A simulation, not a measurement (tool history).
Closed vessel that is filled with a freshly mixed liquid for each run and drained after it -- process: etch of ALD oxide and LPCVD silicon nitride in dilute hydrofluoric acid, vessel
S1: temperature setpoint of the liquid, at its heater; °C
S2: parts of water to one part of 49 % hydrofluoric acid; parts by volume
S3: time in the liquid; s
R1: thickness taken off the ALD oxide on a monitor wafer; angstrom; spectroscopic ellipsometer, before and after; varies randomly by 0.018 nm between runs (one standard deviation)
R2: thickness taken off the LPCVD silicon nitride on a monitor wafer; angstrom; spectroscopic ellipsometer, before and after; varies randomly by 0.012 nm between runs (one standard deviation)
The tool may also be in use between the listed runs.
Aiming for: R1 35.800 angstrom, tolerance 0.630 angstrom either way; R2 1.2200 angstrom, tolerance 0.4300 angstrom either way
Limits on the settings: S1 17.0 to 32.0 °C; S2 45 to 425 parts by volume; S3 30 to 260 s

Run 1, day 0.000: S1 24.0 °C, S2 235 parts by volume, S3 130 s. Result: R1 80.701 angstrom, R2 3.0651 angstrom.
Run 2, day 0.038: S1 21.0 °C, S2 235 parts by volume, S3 130 s. Result: R1 72.393 angstrom, R2 2.2070 angstrom.
Run 3, day 0.196: S1 21.0 °C, S2 235 parts by volume, S3 100 s. Result: R1 55.766 angstrom, R2 2.1660 angstrom.
Run 4, day 0.392: S1 20.5 °C, S2 240 parts by volume, S3 100 s. Result: R1 53.395 angstrom, R2 2.2409 angstrom.
Run 5, day 0.708: S1 17.5 °C, S2 240 parts by volume, S3 100 s. Result: R1 47.237 angstrom, R2 1.6168 angstrom.
Run 6, day 0.883: S1 17.5 °C, S2 245 parts by volume, S3 100 s. Result: R1 46.529 angstrom, R2 1.7313 angstrom.
Run 7, day 1.250: S1 17.5 °C, S2 245 parts by volume, S3 100 s. Result: R1 46.433 angstrom, R2 1.4573 angstrom.
Run 8, day 1.525: S1 17.5 °C, S2 250 parts by volume, S3 100 s. Result: R1 45.283 angstrom, R2 1.6557 angstrom.
Run 9, day 1.838: S1 17.5 °C, S2 250 parts by volume, S3 100 s. Result: R1 45.012 angstrom, R2 1.4868 angstrom.
Run 10, day 2.096: S1 17.5 °C, S2 250 parts by volume, S3 100 s. Result: R1 45.430 angstrom, R2 1.2373 angstrom.
Run 11, day 2.188: S1 17.5 °C, S2 250 parts by volume, S3 100 s. Result: R1 45.370 angstrom, R2 1.4399 angstrom.
Run 12, day 2.404: S1 17.5 °C, S2 255 parts by volume, S3 100 s. Result: R1 44.532 angstrom, R2 1.4207 angstrom.
Run 13, day 2.533: S1 17.5 °C, S2 260 parts by volume, S3 100 s. Result: R1 42.928 angstrom, R2 1.6152 angstrom.

4 candidate next runs follow, results not yet known. Just one meets every target within its allowed miss. Identify it.
Run A, day 2.662: S1 17.0 °C, S2 250 parts by volume, S3 85 s. Result: R1 ?, R2 ?.
Run B, day 2.662: S1 17.5 °C, S2 325 parts by volume, S3 115 s. Result: R1 ?, R2 ?.
Run C, day 2.662: S1 18.5 °C, S2 260 parts by volume, S3 80 s. Result: R1 ?, R2 ?.
Run D, day 2.662: S1 17.5 °C, S2 270 parts by volume, S3 90 s. Result: R1 ?, R2 ?.

move      R1      R2
   A  37.762  1.4474
   B  37.410  1.5768
   C  35.836  1.4474
   D  37.038  1.4718
A: moves toward the targets from the last run without getting all of them in spec
B: moves toward the targets from the last run without getting all of them in spec
C: in spec on every target
D: moves toward the targets from the last run without getting all of them in spec
Correct choice: C, which meets every target
